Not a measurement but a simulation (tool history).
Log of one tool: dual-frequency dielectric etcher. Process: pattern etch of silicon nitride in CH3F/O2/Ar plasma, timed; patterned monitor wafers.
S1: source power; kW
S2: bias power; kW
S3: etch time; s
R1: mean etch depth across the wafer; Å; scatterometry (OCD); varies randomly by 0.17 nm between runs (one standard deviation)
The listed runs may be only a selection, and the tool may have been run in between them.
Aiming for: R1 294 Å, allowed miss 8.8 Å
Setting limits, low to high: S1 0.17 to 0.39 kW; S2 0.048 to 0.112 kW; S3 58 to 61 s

Run 1, hour 0: S1 0.28 kW, S2 0.08 kW, S3 58 s. Result: R1 360.44 Å.
Run 2, hour 1.6: S1 0.28 kW, S2 0.07 kW, S3 58 s. Result: R1 346.26 Å.
Run 3, hour 5.1: S1 0.28 kW, S2 0.07 kW, S3 58 s. Result: R1 345.27 Å.
Run 4, hour 7.6: S1 0.26 kW, S2 0.07 kW, S3 58 s. Result: R1 332.69 Å.
Run 5, hour 13.9: S1 0.29 kW, S2 0.07 kW, S3 58 s. Result: R1 349.53 Å.
Run 6, hour 20.6: S1 0.25 kW, S2 0.07 kW, S3 58 s. Result: R1 326.57 Å.
Run 7, hour 25.7: S1 0.24 kW, S2 0.069 kW, S3 58 s. Result: R1 316.37 Å.
Run 8, hour 27.2: S1 0.22 kW, S2 0.068 kW, S3 58 s. Result: R1 302.05 Å.

5 next moves are on the table. One of them brings every result within its allowed miss. Which?
Run A, hour 28.7: S1 0.22 kW, S2 0.061 kW, S3 59 s. Result: R1 ?.
Run B, hour 28.7: S1 0.24 kW, S2 0.066 kW, S3 58 s. Result: R1 ?.
Run C, hour 28.7: S1 0.25 kW, S2 0.065 kW, S3 59 s. Result: R1 ?.
Run D, hour 28.7: S1 0.22 kW, S2 0.067 kW, S3 60 s. Result: R1 ?.
Run E, hour 28.7: S1 0.23 kW, S2 0.065 kW, S3 61 s. Result: R1 ?.

move      R1
   A   299.4
   B  315.06
   C  325.53
   D  313.36
   E  322.84
A: every result lands within tolerance
B: further off than the last run
C: further off than the last run
D: further off than the last run
E: further off than the last run
Go with A: it meets all targets.
